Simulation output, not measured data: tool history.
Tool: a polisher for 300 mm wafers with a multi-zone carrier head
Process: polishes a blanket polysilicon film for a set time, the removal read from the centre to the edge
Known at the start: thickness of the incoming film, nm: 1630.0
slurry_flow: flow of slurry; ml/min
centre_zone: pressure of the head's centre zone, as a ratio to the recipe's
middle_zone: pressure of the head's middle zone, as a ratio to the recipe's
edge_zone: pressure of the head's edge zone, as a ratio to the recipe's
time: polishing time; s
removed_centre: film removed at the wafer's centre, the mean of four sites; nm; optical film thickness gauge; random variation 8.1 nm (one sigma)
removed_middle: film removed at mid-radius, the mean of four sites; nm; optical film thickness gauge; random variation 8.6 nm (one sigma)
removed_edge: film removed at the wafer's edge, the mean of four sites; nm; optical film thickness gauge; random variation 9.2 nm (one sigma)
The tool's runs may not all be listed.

Run 1, hour 0: slurry_flow 225 ml/min, centre_zone 1, middle_zone 1, edge_zone 1, time 56 s. Result: removed_centre 584.97 nm, removed_middle 594.22 nm, removed_edge 623.64 nm.
Run 2, hour 7: slurry_flow 225 ml/min, centre_zone 1, middle_zone 1, edge_zone 1.05, time 56 s. Result: removed_centre 595.41 nm, removed_middle 590.11 nm, removed_edge 640.98 nm.
Run 3, hour 11: slurry_flow 230 ml/min, centre_zone 1.02, middle_zone 1.01, edge_zone 1.07, time 59 s. Result: removed_centre 622.19 nm, removed_middle 643.55 nm, removed_edge 665.78 nm.
Run 4, hour 19.4: slurry_flow 230 ml/min, centre_zone 1.02, middle_zone 1.01, edge_zone 1.07, time 65 s. Result: removed_centre 699.1 nm, removed_middle 710.57 nm, removed_edge 738.82 nm.
Run 5, hour 27.6: slurry_flow 235 ml/min, centre_zone 1.03, middle_zone 0.99, edge_zone 1.08, time 68 s. Result: removed_centre 736.78 nm, removed_middle 720.12 nm, removed_edge 777.54 nm.
Run 6, hour 32.3: slurry_flow 280 ml/min, centre_zone 1.03, middle_zone 0.99, edge_zone 1.08, time 68 s. Result: removed_centre 752.05 nm, removed_middle 751.26 nm, removed_edge 793.51 nm.
Run 7, hour 39.9: slurry_flow 280 ml/min, centre_zone 1.04, middle_zone 0.98, edge_zone 1.09, time 70 s. Result: removed_centre 784.6 nm, removed_middle 753.75 nm, removed_edge 831.9 nm.
Run 8, hour 47.1: slurry_flow 285 ml/min, centre_zone 1.05, middle_zone 0.98, edge_zone 1.1, time 71 s. Result: removed_centre 791.31 nm, removed_middle 780.1 nm, removed_edge 845.26 nm.
Run 9, hour 51.5: slurry_flow 285 ml/min, centre_zone 1.07, middle_zone 0.97, edge_zone 1.1, time 72 s. Result: removed_centre 821.31 nm, removed_middle 766.26 nm, removed_edge 850.21 nm.
Run 10, hour 53.4: slurry_flow 290 ml/min, centre_zone 1.08, middle_zone 0.97, edge_zone 1.11, time 73 s. Result: removed_centre 864.47 nm, removed_middle 789.15 nm, removed_edge 858.92 nm.
Run 11, hour 61: slurry_flow 295 ml/min, centre_zone 1.08, middle_zone 0.97, edge_zone 1.12, time 74 s. Result: removed_centre 867.34 nm, removed_middle 782.72 nm, removed_edge 876.66 nm.
Run 12, hour 63: slurry_flow 300 ml/min, centre_zone 1.08, middle_zone 0.97, edge_zone 1.12, time 75 s. Result: removed_centre 875.92 nm, removed_middle 810.82 nm, removed_edge 895.37 nm.

The next listed run, before its measurement:
Run 13, hour 69: slurry_flow 300 ml/min, centre_zone 1.08, middle_zone 0.97, edge_zone 1.12, time 76 s. Result: removed_centre ?, removed_middle ?, removed_edge ?.

Run 13 gave removed_centre 893.79 nm, removed_middle 817.18 nm, removed_edge 907.93 nm.
